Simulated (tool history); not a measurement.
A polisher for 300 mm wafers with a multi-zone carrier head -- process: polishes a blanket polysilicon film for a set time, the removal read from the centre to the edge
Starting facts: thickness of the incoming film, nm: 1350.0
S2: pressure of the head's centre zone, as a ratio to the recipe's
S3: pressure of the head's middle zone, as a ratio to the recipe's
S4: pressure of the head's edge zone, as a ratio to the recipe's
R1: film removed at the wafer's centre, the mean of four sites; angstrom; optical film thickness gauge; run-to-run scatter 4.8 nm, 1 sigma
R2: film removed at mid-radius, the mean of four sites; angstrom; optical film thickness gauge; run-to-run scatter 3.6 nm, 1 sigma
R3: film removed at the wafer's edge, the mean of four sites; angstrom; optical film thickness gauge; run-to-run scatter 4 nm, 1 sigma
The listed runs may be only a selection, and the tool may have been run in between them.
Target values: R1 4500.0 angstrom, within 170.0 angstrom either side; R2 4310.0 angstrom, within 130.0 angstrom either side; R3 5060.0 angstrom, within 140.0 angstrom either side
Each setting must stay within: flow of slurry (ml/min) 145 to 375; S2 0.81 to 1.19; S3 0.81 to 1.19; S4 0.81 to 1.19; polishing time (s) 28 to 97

{"run": 1, "hour": 0.0, "flow of slurry (ml/min)": 240, "S2": 1.0, "S3": 1.0, "S4": 1.0, "polishing time (s)": 62, "R1": 3972.4, "R2": 3872.3, "R3": 3884.4}
{"run": 2, "hour": 6.4, "flow of slurry (ml/min)": 250, "S2": 0.99, "S3": 0.98, "S4": 1.06, "polishing time (s)": 65, "R1": 4128.4, "R2": 3995.2, "R3": 4167.8}
{"run": 3, "hour": 7.7, "flow of slurry (ml/min)": 250, "S2": 0.97, "S3": 0.95, "S4": 1.1, "polishing time (s)": 68, "R1": 4206.9, "R2": 4045.5, "R3": 4420.5}
{"run": 4, "hour": 10.5, "flow of slurry (ml/min)": 250, "S2": 1.03, "S3": 0.95, "S4": 1.1, "polishing time (s)": 68, "R1": 4425.8, "R2": 4061.3, "R3": 4418.4}
{"run": 5, "hour": 17.8, "flow of slurry (ml/min)": 250, "S2": 1.03, "S3": 0.95, "S4": 1.06, "polishing time (s)": 68, "R1": 4457.5, "R2": 4094.8, "R3": 4292.7}
{"run": 6, "hour": 18.5, "flow of slurry (ml/min)": 250, "S2": 1.08, "S3": 0.95, "S4": 1.06, "polishing time (s)": 68, "R1": 4678.7, "R2": 4093.9, "R3": 4371.7}
{"run": 7, "hour": 26.9, "flow of slurry (ml/min)": 250, "S2": 1.08, "S3": 0.95, "S4": 1.06, "polishing time (s)": 68, "R1": 4667.4, "R2": 4038.2, "R3": 4405.2}
{"run": 8, "hour": 33.7, "flow of slurry (ml/min)": 235, "S2": 1.03, "S3": 0.93, "S4": 1.1, "polishing time (s)": 71, "R1": 4623.4, "R2": 4113.3, "R3": 4545.9}
{"run": 9, "hour": 40.2, "flow of slurry (ml/min)": 255, "S2": 1.0, "S3": 0.92, "S4": 1.13, "polishing time (s)": 72, "R1": 4583.6, "R2": 4196.7, "R3": 4731.5}

Exercise: of the 5 proposed moves below, exactly one satisfies all targets within the stated allowed misses. Which move is it?
{"run": "A", "hour": 46.7, "flow of slurry (ml/min)": 240, "S2": 0.95, "S3": 0.92, "S4": 1.19, "polishing time (s)": 75, "R1": "?", "R2": "?", "R3": "?"}
{"run": "B", "hour": 46.7, "flow of slurry (ml/min)": 230, "S2": 1.04, "S3": 0.93, "S4": 1.08, "polishing time (s)": 72, "R1": "?", "R2": "?", "R3": "?"}
{"run": "C", "hour": 46.7, "flow of slurry (ml/min)": 260, "S2": 1.0, "S3": 0.95, "S4": 1.05, "polishing time (s)": 71, "R1": "?", "R2": "?", "R3": "?"}
{"run": "D", "hour": 46.7, "flow of slurry (ml/min)": 330, "S2": 0.96, "S3": 0.95, "S4": 1.05, "polishing time (s)": 67, "R1": "?", "R2": "?", "R3": "?"}
{"run": "E", "hour": 46.7, "flow of slurry (ml/min)": 275, "S2": 1.02, "S3": 0.98, "S4": 1.05, "polishing time (s)": 68, "R1": "?", "R2": "?", "R3": "?"}

move=A R1=4507.2 R2=4260.1 R3=5028.5
move=B R1=4718.3 R2=4108.0 R3=4625.7
move=C R1=4532.4 R2=4173.7 R3=4550.6
move=D R1=4199.3 R2=4021.1 R3=4361.8
move=E R1=4454.6 R2=4123.7 R3=4373.5
A: every result within its allowed miss
B: its largest miss is bigger than the last run's
C: its largest miss is bigger than the last run's
D: its largest miss is bigger than the last run's
E: its largest miss is bigger than the last run's
Move A is the one to make.
